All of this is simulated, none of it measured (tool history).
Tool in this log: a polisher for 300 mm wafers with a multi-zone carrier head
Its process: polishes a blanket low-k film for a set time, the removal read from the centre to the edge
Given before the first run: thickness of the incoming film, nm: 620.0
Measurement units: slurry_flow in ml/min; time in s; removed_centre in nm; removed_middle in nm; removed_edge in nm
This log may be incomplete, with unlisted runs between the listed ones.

Run 1, day 0: slurry_flow 150 ml/min, centre_zone 1, middle_zone 1, edge_zone 1, slurry_solids 1, time 37 s. Result: removed_centre 15.386 nm, removed_middle 14.85 nm, removed_edge 15.112 nm.
Run 2, day 0.208: slurry_flow 145 ml/min, centre_zone 0.99, middle_zone 1, edge_zone 0.98, slurry_solids 0.95, time 37 s. Result: removed_centre 14.422 nm, removed_middle 14.749 nm, removed_edge 14.409 nm.
Run 3, day 0.325: slurry_flow 140 ml/min, centre_zone 0.99, middle_zone 0.98, edge_zone 0.96, slurry_solids 0.95, time 37 s. Result: removed_centre 14.422 nm, removed_middle 14.362 nm, removed_edge 14.461 nm.
Run 4, day 0.383: slurry_flow 140 ml/min, centre_zone 1.06, middle_zone 0.98, edge_zone 0.96, slurry_solids 0.95, time 37 s. Result: removed_centre 15.664 nm, removed_middle 14.357 nm, removed_edge 14.393 nm.
Run 5, day 0.638: slurry_flow 165 ml/min, centre_zone 1.06, middle_zone 0.98, edge_zone 0.96, slurry_solids 0.95, time 37 s. Result: removed_centre 16.053 nm, removed_middle 14.587 nm, removed_edge 14.425 nm.
Run 6, day 1: slurry_flow 165 ml/min, centre_zone 1.06, middle_zone 0.98, edge_zone 0.96, slurry_solids 1.15, time 37 s. Result: removed_centre 17.693 nm, removed_middle 16.469 nm, removed_edge 16.301 nm.
Run 7, day 1.025: slurry_flow 130 ml/min, centre_zone 0.96, middle_zone 0.95, edge_zone 0.86, slurry_solids 0.9, time 37 s. Result: removed_centre 13.617 nm, removed_middle 13.514 nm, removed_edge 13.021 nm.
Run 8, day 1.342: slurry_flow 130 ml/min, centre_zone 0.95, middle_zone 0.95, edge_zone 0.86, slurry_solids 0.9, time 37 s. Result: removed_centre 13.171 nm, removed_middle 13.51 nm, removed_edge 13.004 nm.

Run 9, settings as shown, results not yet in. Your forecast:
Run 9, day 1.708: slurry_flow 130 ml/min, centre_zone 0.95, middle_zone 0.94, edge_zone 0.85, slurry_solids 0.9, time 37 s. Result: removed_centre ?, removed_middle ?, removed_edge ?.

removed_centre: 13.285 nm
removed_middle: 13.378 nm
removed_edge: 12.95 nm

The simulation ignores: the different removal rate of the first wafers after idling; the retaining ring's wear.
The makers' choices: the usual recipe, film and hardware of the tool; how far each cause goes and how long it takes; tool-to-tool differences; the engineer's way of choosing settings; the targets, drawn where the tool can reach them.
